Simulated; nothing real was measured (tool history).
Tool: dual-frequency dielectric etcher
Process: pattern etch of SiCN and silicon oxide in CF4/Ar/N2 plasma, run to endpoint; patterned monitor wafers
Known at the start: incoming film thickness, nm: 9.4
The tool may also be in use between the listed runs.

run 1 hour=0 | source_power_(kW)=0.3 bias_power_(kW)=0.097 Ar_flow_(sccm)=128 CF4_flow_(sccm)=82 | endpoint_time_(s)=14.073
run 2 hour=8.6 | source_power_(kW)=0.3 bias_power_(kW)=0.097 Ar_flow_(sccm)=128 CF4_flow_(sccm)=91 | endpoint_time_(s)=13.761
run 3 hour=16.8 | source_power_(kW)=0.28 bias_power_(kW)=0.096 Ar_flow_(sccm)=128 CF4_flow_(sccm)=91 | endpoint_time_(s)=14.812
run 4 hour=19.1 | source_power_(kW)=0.26 bias_power_(kW)=0.095 Ar_flow_(sccm)=128 CF4_flow_(sccm)=91 | endpoint_time_(s)=15.749
run 5 hour=27 | source_power_(kW)=0.26 bias_power_(kW)=0.095 Ar_flow_(sccm)=151 CF4_flow_(sccm)=91 | endpoint_time_(s)=16.293
run 6 hour=32.6 | source_power_(kW)=0.26 bias_power_(kW)=0.109 Ar_flow_(sccm)=151 CF4_flow_(sccm)=91 | endpoint_time_(s)=15.495
run 7 hour=39.1 | source_power_(kW)=0.25 bias_power_(kW)=0.108 Ar_flow_(sccm)=151 CF4_flow_(sccm)=91 | endpoint_time_(s)=16.087

Forecast run 8:
run 8 hour=45 | source_power_(kW)=0.19 bias_power_(kW)=0.106 Ar_flow_(sccm)=152 CF4_flow_(sccm)=91 | endpoint_time_(s)=?

{"run 8": {"endpoint time (s)": 20.781}}

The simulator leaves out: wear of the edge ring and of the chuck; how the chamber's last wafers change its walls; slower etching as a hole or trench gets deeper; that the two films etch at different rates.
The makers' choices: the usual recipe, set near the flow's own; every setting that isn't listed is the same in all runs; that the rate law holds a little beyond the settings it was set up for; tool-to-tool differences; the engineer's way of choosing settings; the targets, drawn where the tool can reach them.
